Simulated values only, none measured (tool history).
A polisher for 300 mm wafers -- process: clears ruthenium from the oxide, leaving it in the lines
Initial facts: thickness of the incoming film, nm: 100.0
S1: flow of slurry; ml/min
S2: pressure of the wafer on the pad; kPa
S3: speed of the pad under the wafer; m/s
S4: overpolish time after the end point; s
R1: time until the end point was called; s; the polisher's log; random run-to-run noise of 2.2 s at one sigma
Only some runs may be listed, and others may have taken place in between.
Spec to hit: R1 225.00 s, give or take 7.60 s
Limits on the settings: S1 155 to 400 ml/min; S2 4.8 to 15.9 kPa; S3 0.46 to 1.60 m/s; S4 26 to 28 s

run    day   S1    S2    S3  S4      R1
  1  0.000  255  10.3  1.02  26  151.49
  2  0.338  255   9.7  1.02  26  163.46
  3  0.671  255   9.0  1.02  26  175.53
  4  0.971  255   8.3  1.02  26  193.19
  5  1.333  255   7.6  1.02  26  206.66
  6  1.688  255   9.0  1.02  26  175.66
  7  1.933  255   8.3  1.02  26  188.41
  8  2.025  255   7.6  1.02  26  208.02
     2.167  -- worn pad replaced by a new one
  9  2.167  255   6.9  1.02  26  206.94

Which one of the following 4 next-run settings gets every result inside its allowed miss? There is exactly one.
  A  2.308  350  9.7  0.78  26   ?
  B  2.308  215  6.2  1.02  27   ?
  C  2.308  330  7.6  0.98  26   ?
  D  2.308  190  6.9  1.22  28   ?

move      R1
   A  179.00
   B  226.11
   C  187.18
   D  176.78
A: lands further from the targets than the last run did
B: each result inside its tolerance
C: lands further from the targets than the last run did
D: lands further from the targets than the last run did
Move B is the one to make.
